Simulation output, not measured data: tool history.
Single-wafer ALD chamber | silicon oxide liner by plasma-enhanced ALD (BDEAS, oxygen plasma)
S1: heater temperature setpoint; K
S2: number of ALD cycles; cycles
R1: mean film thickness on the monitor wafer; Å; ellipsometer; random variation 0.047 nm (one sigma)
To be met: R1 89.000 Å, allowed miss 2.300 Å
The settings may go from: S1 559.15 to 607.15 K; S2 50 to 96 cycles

Run 1, day 0.000: S1 583.15 K, S2 73 cycles. Result: R1 71.423 Å.
Run 2, day 0.029: S1 583.15 K, S2 76 cycles. Result: R1 75.301 Å.
Run 3, day 0.100: S1 576.15 K, S2 76 cycles. Result: R1 75.667 Å.
Run 4, day 0.275: S1 576.15 K, S2 78 cycles. Result: R1 77.266 Å.
Run 5, day 0.500: S1 587.15 K, S2 78 cycles. Result: R1 77.102 Å.
Run 6, day 0.838: S1 594.15 K, S2 78 cycles. Result: R1 75.436 Å.
Run 7, day 1.162: S1 594.15 K, S2 80 cycles. Result: R1 77.465 Å.
Run 8, day 1.200: S1 594.15 K, S2 82 cycles. Result: R1 79.294 Å.
Run 9, day 1.521: S1 594.15 K, S2 83 cycles. Result: R1 80.111 Å.
Run 10, day 1.625: S1 594.15 K, S2 84 cycles. Result: R1 81.405 Å.
Run 11, day 1.888: S1 594.15 K, S2 85 cycles. Result: R1 81.628 Å.
Run 12, day 2.146: S1 594.15 K, S2 86 cycles. Result: R1 82.682 Å.

5 next moves are on the table. One of them brings every result within its allowed miss. Which?
Run A, day 2.404: S1 595.15 K, S2 92 cycles. Result: R1 ?.
Run B, day 2.404: S1 582.15 K, S2 96 cycles. Result: R1 ?.
Run C, day 2.404: S1 601.15 K, S2 81 cycles. Result: R1 ?.
Run D, day 2.404: S1 581.15 K, S2 95 cycles. Result: R1 ?.
Run E, day 2.404: S1 602.15 K, S2 79 cycles. Result: R1 ?.

move      R1
   A  89.081
   B  94.829
   C  77.700
   D  93.984
   E  75.663
A: meets every target
B: takes the result that was furthest off past its target
C: further off than the last run
D: takes the result that was furthest off past its target
E: further off than the last run
Move A is the one to make.
